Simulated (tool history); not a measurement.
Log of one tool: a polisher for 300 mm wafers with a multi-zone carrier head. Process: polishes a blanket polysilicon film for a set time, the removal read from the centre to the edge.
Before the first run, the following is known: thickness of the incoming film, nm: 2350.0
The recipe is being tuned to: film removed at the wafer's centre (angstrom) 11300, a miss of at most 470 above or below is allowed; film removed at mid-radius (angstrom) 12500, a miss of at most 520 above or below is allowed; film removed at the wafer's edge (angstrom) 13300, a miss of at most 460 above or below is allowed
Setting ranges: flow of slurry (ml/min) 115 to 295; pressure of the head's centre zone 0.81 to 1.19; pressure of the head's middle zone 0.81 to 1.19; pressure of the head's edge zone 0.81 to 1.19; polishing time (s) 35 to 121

| run | hour | flow of slurry (ml/min) | pressure of the head's centre zone | pressure of the head's middle zone | pressure of the head's edge zone | polishing time (s) | film removed at the wafer's centre (angstrom) | film removed at mid-radius (angstrom) | film removed at the wafer's edge (angstrom) |
|---|---|---|---|---|---|---|---|---|---|
| 1 | 0 | 190 | 1 | 1 | 1 | 78 | 8588.2 | 9007.1 | 8953.7 |
| 2 | 2.1 | 190 | 0.99 | 1 | 1.02 | 81 | 9010.2 | 9234 | 9250.6 |
| 3 | 5.8 | 190 | 0.99 | 1 | 1.02 | 97 | 10793 | 10967 | 11442 |
| 4 | 6.8 | 195 | 0.98 | 1.01 | 1.04 | 98 | 11018 | 11339 | 11543 |
| 5 | 8 | 195 | 0.92 | 1.01 | 1.04 | 98 | 9879.8 | 11295 | 11736 |
| 6 | 11.4 | 200 | 0.92 | 1.01 | 1.05 | 99 | 10116 | 11555 | 11764 |
| 7 | 16.4 | 200 | 0.92 | 1.01 | 1.05 | 100 | 10511 | 11823 | 11768 |
| 8 | 24.2 | 195 | 0.92 | 1.01 | 1.05 | 101 | 10331 | 11977 | 11827 |
| 9 | 33.2 | 195 | 0.92 | 1.01 | 1.05 | 101 | 10365 | 11681 | 12087 |
|  | 35.6 | edge zone pressure recalibrated |
| 10 | 35.6 | 195 | 0.92 | 1.01 | 1.05 | 101 | 10277 | 11574 | 11730 |

5 candidate next runs follow, results not yet known. Just one meets every target within its allowed miss. Identify it.
| A | 38 | 200 | 0.84 | 1.16 | 0.95 | 99 | ? | ? | ? |
| B | 38 | 195 | 1.07 | 1.13 | 1.06 | 87 | ? | ? | ? |
| C | 38 | 135 | 0.92 | 0.98 | 1.13 | 116 | ? | ? | ? |
| D | 38 | 230 | 1.19 | 1.19 | 1.05 | 80 | ? | ? | ? |
| E | 38 | 200 | 1.11 | 1.09 | 1.04 | 90 | ? | ? | ? |

| move | film removed at the wafer's centre (angstrom) | film removed at mid-radius (angstrom) | film removed at the wafer's edge (angstrom) |
|---|---|---|---|
| A | 9399.7 | 12691 | 10770 |
| B | 10501 | 10876 | 9959 |
| C | 11277 | 12304 | 13187 |
| D | 11002 | 10624 | 9249.6 |
| E | 11312 | 10977 | 10236 |
A: its largest miss is bigger than the last run's
B: its largest miss is bigger than the last run's
C: all results land within tolerance of their targets
D: its largest miss is bigger than the last run's
E: its largest miss is bigger than the last run's
Answer: C
